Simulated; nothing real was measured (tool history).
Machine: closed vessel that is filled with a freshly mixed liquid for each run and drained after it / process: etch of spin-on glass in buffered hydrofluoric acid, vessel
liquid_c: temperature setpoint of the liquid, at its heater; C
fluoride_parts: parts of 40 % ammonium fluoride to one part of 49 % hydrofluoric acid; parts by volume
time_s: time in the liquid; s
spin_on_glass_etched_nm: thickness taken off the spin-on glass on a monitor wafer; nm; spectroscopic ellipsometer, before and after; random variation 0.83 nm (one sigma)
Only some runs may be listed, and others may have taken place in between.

{"run": 1, "hour": 0.0, "liquid_c": 22.0, "fluoride_parts": 18.5, "time_s": 35, "spin_on_glass_etched_nm": 60.506}
{"run": 2, "hour": 6.6, "liquid_c": 22.0, "fluoride_parts": 13.5, "time_s": 35, "spin_on_glass_etched_nm": 82.057}
{"run": 3, "hour": 8.4, "liquid_c": 22.0, "fluoride_parts": 13.5, "time_s": 35, "spin_on_glass_etched_nm": 82.846}
{"run": 4, "hour": 13.9, "liquid_c": 22.5, "fluoride_parts": 13.5, "time_s": 35, "spin_on_glass_etched_nm": 84.797}
{"run": 5, "hour": 14.6, "liquid_c": 22.5, "fluoride_parts": 10.0, "time_s": 35, "spin_on_glass_etched_nm": 112.94}
{"run": 6, "hour": 21.8, "liquid_c": 22.0, "fluoride_parts": 10.0, "time_s": 35, "spin_on_glass_etched_nm": 110.58}
{"run": 7, "hour": 25.3, "liquid_c": 21.5, "fluoride_parts": 10.0, "time_s": 35, "spin_on_glass_etched_nm": 108.67}

Run 8 is up next; what results do you expect?
{"run": 8, "hour": 28.8, "liquid_c": 21.0, "fluoride_parts": 10.0, "time_s": 35, "spin_on_glass_etched_nm": "?"}

{"run 8": {"spin_on_glass_etched_nm": 105.52}}
